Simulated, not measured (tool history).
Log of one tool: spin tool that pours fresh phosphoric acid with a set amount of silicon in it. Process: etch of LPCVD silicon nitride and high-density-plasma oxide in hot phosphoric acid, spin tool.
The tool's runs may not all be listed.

run  hour  temperature setpoint of the liquid (°C)  silicon dissolved in the acid as it is poured (mg a litre)  time under the liquid (s)  thickness taken off the LPCVD silicon nitride on a monitor wafer (angstrom)  thickness taken off the high-density-plasma oxide on a monitor wafer (angstrom)
  1     0                                      163                                                          11                        125                                                                       118.94                                                                           4.2491
  2   0.7                                      163                                                         7.5                        125                                                                       120.24                                                                           4.1001
  3   8.9                                      163                                                           4                        125                                                                        119.3                                                                           4.3338
  4  16.3                                      163                                                           4                        155                                                                       146.86                                                                           5.8954
  5    21                                      162                                                           3                        125                                                                       115.28                                                                           4.3816
  6  25.5                                      162                                                         0.5                        125                                                                       115.61                                                                           4.8465

Run 7 comes next. What will it give?
     27.7  -- dissolved silicon flow meter replaced
  7  27.7                                    159.5                                                           0                         65                                                                            ?                                                                                ?

Run 7 yielded thickness taken off the LPCVD silicon nitride on a monitor wafer (angstrom) 55.792, thickness taken off the high-density-plasma oxide on a monitor wafer (angstrom) 1.9731.

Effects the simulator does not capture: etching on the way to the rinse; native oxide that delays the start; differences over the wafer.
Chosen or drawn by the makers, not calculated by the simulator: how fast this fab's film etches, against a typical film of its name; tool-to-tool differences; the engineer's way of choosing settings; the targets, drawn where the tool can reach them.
